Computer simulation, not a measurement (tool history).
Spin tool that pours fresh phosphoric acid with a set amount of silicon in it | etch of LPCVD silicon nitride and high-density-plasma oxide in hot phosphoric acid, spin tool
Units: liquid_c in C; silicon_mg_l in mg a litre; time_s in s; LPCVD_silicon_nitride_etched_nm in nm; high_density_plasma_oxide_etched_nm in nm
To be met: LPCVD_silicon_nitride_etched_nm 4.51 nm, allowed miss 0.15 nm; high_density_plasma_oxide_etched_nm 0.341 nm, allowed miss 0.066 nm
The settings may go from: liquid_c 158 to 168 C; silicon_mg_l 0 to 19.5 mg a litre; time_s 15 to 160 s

| run | hour | liquid_c | silicon_mg_l | time_s | LPCVD_silicon_nitride_etched_nm | high_density_plasma_oxide_etched_nm |
|---|---|---|---|---|---|---|
| 1 | 0 | 163 | 8.5 | 80 | 8.9453 | 0.72447 |
| 2 | 5.1 | 162.5 | 8.5 | 75 | 8.4917 | 0.68912 |
| 3 | 11.9 | 161 | 8.5 | 75 | 8.0056 | 0.61135 |
| 4 | 13.9 | 159 | 8.5 | 75 | 7.469 | 0.58375 |
| 5 | 20.8 | 159 | 5.5 | 75 | 7.5091 | 0.51826 |
|  | 27.1 | thermometer replaced |
| 6 | 27.1 | 159 | 2 | 75 | 6.7852 | 0.46992 |
| 7 | 29.8 | 159 | 2 | 70 | 6.5263 | 0.39794 |
| 8 | 32.4 | 159 | 3 | 65 | 5.8849 | 0.40767 |
| 9 | 33.5 | 158 | 8 | 50 | 4.4732 | 0.2712 |
| 10 | 42.2 | 160 | 2.5 | 40 | 3.7712 | 0.30233 |
| 11 | 45.1 | 160 | 3.5 | 40 | 3.8488 | 0.30147 |
| 12 | 51.3 | 160 | 4 | 40 | 3.8197 | 0.28453 |
| 13 | 54.2 | 160 | 4.5 | 40 | 3.8355 | 0.25771 |
| 14 | 58.6 | 160.5 | 5 | 40 | 3.8943 | 0.29258 |
| 15 | 63.5 | 160.5 | 5 | 40 | 3.9593 | 0.2579 |
| 16 | 71.1 | 161 | 5 | 40 | 3.9336 | 0.29224 |
| 17 | 74.2 | 161 | 5.5 | 40 | 3.9618 | 0.2958 |
| 18 | 78.5 | 161 | 6 | 40 | 3.9959 | 0.26873 |
| 19 | 81.7 | 163.5 | 5.5 | 45 | 4.8162 | 0.4252 |

Which of these 5 next moves meets every target?
| A | 84.9 | 165.5 | 3.5 | 45 | ? | ? |
| B | 84.9 | 161 | 8.5 | 55 | ? | ? |
| C | 84.9 | 158 | 17 | 60 | ? | ? |
| D | 84.9 | 161.5 | 4.5 | 45 | ? | ? |
| E | 84.9 | 162 | 15 | 50 | ? | ? |

| move | LPCVD_silicon_nitride_etched_nm | high_density_plasma_oxide_etched_nm |
|---|---|---|
| A | 5.0703 | 0.46487 |
| B | 5.3398 | 0.36937 |
| C | 5.2656 | 0.26352 |
| D | 4.4425 | 0.34052 |
| E | 5.019 | 0.31091 |
A: further off than the last run
B: further off than the last run
C: further off than the last run
D: meets every target
E: further off than the last run
Move D is the one to make.
